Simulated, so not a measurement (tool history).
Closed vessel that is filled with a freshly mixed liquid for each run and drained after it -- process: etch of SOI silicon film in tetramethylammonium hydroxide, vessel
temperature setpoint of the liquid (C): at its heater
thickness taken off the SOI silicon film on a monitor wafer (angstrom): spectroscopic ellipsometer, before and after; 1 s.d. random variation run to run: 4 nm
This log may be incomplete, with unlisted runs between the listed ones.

run,hour,temperature setpoint of the liquid (C),concentration of hydroxide in the mixed liquid (% by weight),time in the liquid (s),thickness taken off the SOI silicon film on a monitor wafer (angstrom)
1,0,73,12,30,2496.5
2,3.9,77,12,30,3172.4
3,9.1,77,12,30,3126.8
4,15.8,71.5,12,30,2316.2
5,19.7,74.5,12,30,2714.5
6,22.4,76.5,12,30,3044.6
7,27.9,78,12,30,3272.8

Run 8, settings as shown, results not yet in. Your forecast:
8,36.7,79,12,30,?

Run 8 yielded thickness taken off the SOI silicon film on a monitor wafer (angstrom) 3588.5.
